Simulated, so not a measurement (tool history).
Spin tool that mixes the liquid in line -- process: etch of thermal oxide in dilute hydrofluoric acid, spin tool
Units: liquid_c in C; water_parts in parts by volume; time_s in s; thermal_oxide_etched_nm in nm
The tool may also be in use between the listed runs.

| run | hour | liquid_c | water_parts | time_s | thermal_oxide_etched_nm |
|---|---|---|---|---|---|
| 1 | 0 | 25 | 180 | 260 | 6.5373 |
| 2 | 6.6 | 23 | 185 | 260 | 5.8692 |
| 3 | 11.6 | 21.5 | 185 | 260 | 5.5176 |
| 4 | 17.3 | 20.5 | 185 | 260 | 5.3094 |
| 5 | 24.5 | 19.5 | 185 | 260 | 5.1492 |
| 6 | 27.4 | 19 | 185 | 260 | 4.9241 |
| 7 | 29.1 | 18.5 | 185 | 260 | 4.9116 |

Expected results for the next run?
| 8 | 31.5 | 18 | 185 | 260 | ? |

Run 8 measured thermal_oxide_etched_nm 4.7962 nm.
